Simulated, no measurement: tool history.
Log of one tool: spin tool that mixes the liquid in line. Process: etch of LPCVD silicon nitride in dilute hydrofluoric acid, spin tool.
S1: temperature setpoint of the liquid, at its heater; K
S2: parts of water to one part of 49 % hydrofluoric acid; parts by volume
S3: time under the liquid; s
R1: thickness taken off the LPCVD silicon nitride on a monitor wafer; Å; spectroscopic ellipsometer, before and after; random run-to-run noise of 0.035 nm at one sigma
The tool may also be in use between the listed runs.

run 1 hour=0 | S1=293.15 S2=75 S3=285 | R1=18.066
run 2 hour=2.7 | S1=292.15 S2=85 S3=285 | R1=14.394
run 3 hour=3.8 | S1=291.65 S2=90 S3=285 | R1=12.872
run 4 hour=4.6 | S1=291.65 S2=75 S3=285 | R1=14.822
run 5 hour=13.4 | S1=291.15 S2=85 S3=285 | R1=12.823
run 6 hour=14.7 | S1=291.15 S2=60 S3=285 | R1=19.253

Expected results for the next run?
run 7 hour=15.3 | S1=291.15 S2=60 S3=285 | R1=?

R1: 17.653 Å

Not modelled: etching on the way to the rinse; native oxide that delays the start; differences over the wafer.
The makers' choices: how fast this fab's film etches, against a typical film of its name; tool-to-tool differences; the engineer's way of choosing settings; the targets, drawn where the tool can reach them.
